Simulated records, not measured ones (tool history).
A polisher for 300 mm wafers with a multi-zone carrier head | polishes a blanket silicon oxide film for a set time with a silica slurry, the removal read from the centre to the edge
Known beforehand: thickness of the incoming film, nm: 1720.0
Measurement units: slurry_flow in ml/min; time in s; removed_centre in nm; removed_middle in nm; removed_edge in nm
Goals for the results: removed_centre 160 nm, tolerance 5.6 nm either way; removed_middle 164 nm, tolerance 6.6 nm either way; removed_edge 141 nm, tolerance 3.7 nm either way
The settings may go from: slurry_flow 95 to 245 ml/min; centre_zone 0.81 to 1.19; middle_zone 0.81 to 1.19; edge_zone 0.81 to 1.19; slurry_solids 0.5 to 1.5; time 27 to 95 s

run 1 day=0 | slurry_flow=155 centre_zone=1 middle_zone=1 edge_zone=1 slurry_solids=1 time=61 | removed_centre=161.29 removed_middle=166.05 removed_edge=158.6
run 2 day=0.162 | slurry_flow=155 centre_zone=1 middle_zone=1 edge_zone=1.04 slurry_solids=1 time=61 | removed_centre=158.62 removed_middle=161.66 removed_edge=161.21
run 3 day=0.488 | slurry_flow=155 centre_zone=1 middle_zone=1 edge_zone=1.04 slurry_solids=1 time=53 | removed_centre=139.87 removed_middle=141.98 removed_edge=140.78
run 4 day=0.817 | slurry_flow=155 centre_zone=1 middle_zone=1 edge_zone=1.08 slurry_solids=1 time=53 | removed_centre=139.92 removed_middle=143.38 removed_edge=145.17
run 5 day=1.038 | slurry_flow=155 centre_zone=1 middle_zone=1 edge_zone=1.08 slurry_solids=1 time=38 | removed_centre=100 removed_middle=100.52 removed_edge=103.1
run 6 day=1.254 | slurry_flow=155 centre_zone=1 middle_zone=1 edge_zone=1.02 slurry_solids=1 time=38 | removed_centre=99.407 removed_middle=101.33 removed_edge=100.7
run 7 day=1.292 | slurry_flow=165 centre_zone=1.02 middle_zone=1.02 edge_zone=1.03 slurry_solids=1.05 time=38 | removed_centre=105.46 removed_middle=107.74 removed_edge=104.22
run 8 day=1.392 | slurry_flow=165 centre_zone=1.02 middle_zone=1.02 edge_zone=1.03 slurry_solids=1.05 time=38 | removed_centre=106.61 removed_middle=106.5 removed_edge=105.01
run 9 day=1.712 | slurry_flow=170 centre_zone=1.03 middle_zone=1.04 edge_zone=1.03 slurry_solids=1.1 time=38 | removed_centre=109.37 removed_middle=109.3 removed_edge=107.41

Which of these 5 next moves meets every target?
run A day=2.033 | slurry_flow=185 centre_zone=0.98 middle_zone=0.99 edge_zone=0.94 slurry_solids=1.35 time=47 | removed_centre=? removed_middle=? removed_edge=?
run B day=2.033 | slurry_flow=195 centre_zone=1 middle_zone=1.01 edge_zone=1.14 slurry_solids=1.4 time=46 | removed_centre=? removed_middle=? removed_edge=?
run C day=2.033 | slurry_flow=150 centre_zone=1.08 middle_zone=1.11 edge_zone=1.01 slurry_solids=0.9 time=60 | removed_centre=? removed_middle=? removed_edge=?
run D day=2.033 | slurry_flow=195 centre_zone=1.07 middle_zone=1.09 edge_zone=0.9 slurry_solids=0.9 time=58 | removed_centre=? removed_middle=? removed_edge=?
run E day=2.033 | slurry_flow=245 centre_zone=1.09 middle_zone=1.04 edge_zone=0.98 slurry_solids=1.1 time=53 | removed_centre=? removed_middle=? removed_edge=?

move=A removed_centre=142.53 removed_middle=144.62 removed_edge=139.94
move=B removed_centre=145.24 removed_middle=147.07 removed_edge=153.68
move=C removed_centre=156.21 removed_middle=161.03 removed_edge=148.59
move=D removed_centre=158.09 removed_middle=160.94 removed_edge=140.89
move=E removed_centre=167.81 removed_middle=161.49 removed_edge=151.68
A: gets the furthest-off result to its target, but another result is out of tolerance
B: takes the result that was furthest off past its target
C: takes the result that was furthest off past its target
D: each result inside its tolerance
E: takes the result that was furthest off past its target
Go with D: it meets all targets.
